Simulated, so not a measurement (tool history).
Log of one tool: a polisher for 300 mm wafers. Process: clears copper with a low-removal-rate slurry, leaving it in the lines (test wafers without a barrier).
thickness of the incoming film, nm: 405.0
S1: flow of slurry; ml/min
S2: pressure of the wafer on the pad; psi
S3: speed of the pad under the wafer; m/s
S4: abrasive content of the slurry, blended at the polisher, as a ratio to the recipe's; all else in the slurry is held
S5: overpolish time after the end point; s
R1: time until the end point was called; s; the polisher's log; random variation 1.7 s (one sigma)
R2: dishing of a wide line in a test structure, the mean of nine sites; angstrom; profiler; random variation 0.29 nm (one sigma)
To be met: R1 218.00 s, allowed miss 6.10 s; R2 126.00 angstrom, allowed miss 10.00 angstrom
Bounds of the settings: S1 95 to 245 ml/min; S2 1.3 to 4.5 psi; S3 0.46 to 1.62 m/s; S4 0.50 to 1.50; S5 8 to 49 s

{"run": 1, "day": 0.0, "S1": 155, "S2": 2.9, "S3": 1.04, "S4": 1.0, "S5": 25, "R1": 112.87, "R2": 492.98}
{"run": 2, "day": 0.096, "S1": 155, "S2": 2.9, "S3": 1.04, "S4": 1.15, "S5": 25, "R1": 114.56, "R2": 498.68}
{"run": 3, "day": 0.417, "S1": 155, "S2": 2.7, "S3": 1.02, "S4": 1.1, "S5": 23, "R1": 123.15, "R2": 423.08}
{"run": 4, "day": 0.742, "S1": 155, "S2": 2.7, "S3": 1.22, "S4": 1.1, "S5": 23, "R1": 105.1, "R2": 465.85}
{"run": 5, "day": 1.004, "S1": 150, "S2": 2.5, "S3": 1.2, "S4": 1.05, "S5": 21, "R1": 115.27, "R2": 421.67}
{"run": 6, "day": 1.05, "S1": 160, "S2": 2.4, "S3": 1.16, "S4": 1.1, "S5": 20, "R1": 122.5, "R2": 390.92}
{"run": 7, "day": 1.421, "S1": 155, "S2": 2.3, "S3": 1.14, "S4": 1.05, "S5": 19, "R1": 131.06, "R2": 347.7}
{"run": 8, "day": 1.721, "S1": 150, "S2": 2.2, "S3": 1.14, "S4": 1.0, "S5": 18, "R1": 135.86, "R2": 324.97}
{"run": 9, "day": 2.092, "S1": 145, "S2": 2.1, "S3": 1.12, "S4": 0.95, "S5": 17, "R1": 150.05, "R2": 282.57}
{"run": 10, "day": 2.204, "S1": 100, "S2": 1.5, "S3": 1.16, "S4": 0.7, "S5": 8, "R1": 218.03, "R2": 100.14}
{"run": 11, "day": 2.554, "S1": 100, "S2": 1.5, "S3": 1.16, "S4": 0.7, "S5": 9, "R1": 219.03, "R2": 110.16}
{"run": 12, "day": 2.579, "S1": 105, "S2": 1.5, "S3": 1.16, "S4": 0.7, "S5": 11, "R1": 220.0, "R2": 138.46}
{"run": 13, "day": 2.75, "S1": 105, "S2": 1.5, "S3": 1.16, "S4": 0.7, "S5": 11, "R1": 217.09, "R2": 134.75}

4 next moves are on the table. One of them brings every result within its allowed miss. Which?
{"run": "A", "day": 2.921, "S1": 100, "S2": 1.9, "S3": 0.88, "S4": 0.9, "S5": 12, "R1": "?", "R2": "?"}
{"run": "B", "day": 2.921, "S1": 100, "S2": 1.9, "S3": 0.92, "S4": 0.75, "S5": 10, "R1": "?", "R2": "?"}
{"run": "C", "day": 2.921, "S1": 95, "S2": 1.4, "S3": 1.32, "S4": 0.65, "S5": 12, "R1": "?", "R2": "?"}
{"run": "D", "day": 2.921, "S1": 95, "S2": 2.0, "S3": 0.9, "S4": 0.7, "S5": 12, "R1": "?", "R2": "?"}

move=A R1=224.03 R2=145.15
move=B R1=219.23 R2=125.05
move=C R1=212.04 R2=151.13
move=D R1=217.57 R2=149.33
A: further off than the last run
B: meets every target
C: further off than the last run
D: further off than the last run
The right move is B.
